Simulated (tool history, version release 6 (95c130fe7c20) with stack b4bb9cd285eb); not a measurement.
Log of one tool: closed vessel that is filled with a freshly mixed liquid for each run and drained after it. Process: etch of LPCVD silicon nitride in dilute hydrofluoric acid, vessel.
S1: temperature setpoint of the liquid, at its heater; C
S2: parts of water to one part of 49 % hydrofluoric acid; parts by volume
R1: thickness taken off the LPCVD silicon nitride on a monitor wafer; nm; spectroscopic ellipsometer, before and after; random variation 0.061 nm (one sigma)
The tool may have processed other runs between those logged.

run 1 hour=0 | S1=26 S2=95 time_in_the_liquid_(s)=700 | R1=4.1631
run 2 hour=8.6 | S1=28 S2=80 time_in_the_liquid_(s)=700 | R1=5.6362
run 3 hour=14.9 | S1=26 S2=80 time_in_the_liquid_(s)=700 | R1=4.9497
run 4 hour=19 | S1=28 S2=70 time_in_the_liquid_(s)=700 | R1=6.3944
run 5 hour=28.7 | S1=29.5 S2=65 time_in_the_liquid_(s)=700 | R1=7.6946
run 6 hour=36.5 | S1=29.5 S2=50 time_in_the_liquid_(s)=700 | R1=9.9242
run 7 hour=41.2 | S1=29.5 S2=50 time_in_the_liquid_(s)=700 | R1=9.8407

Estimate the outcome of run 8 from the log above:
run 8 hour=50.6 | S1=33.5 S2=50 time_in_the_liquid_(s)=700 | R1=?

{"run 8": {"R1": 12.75}}
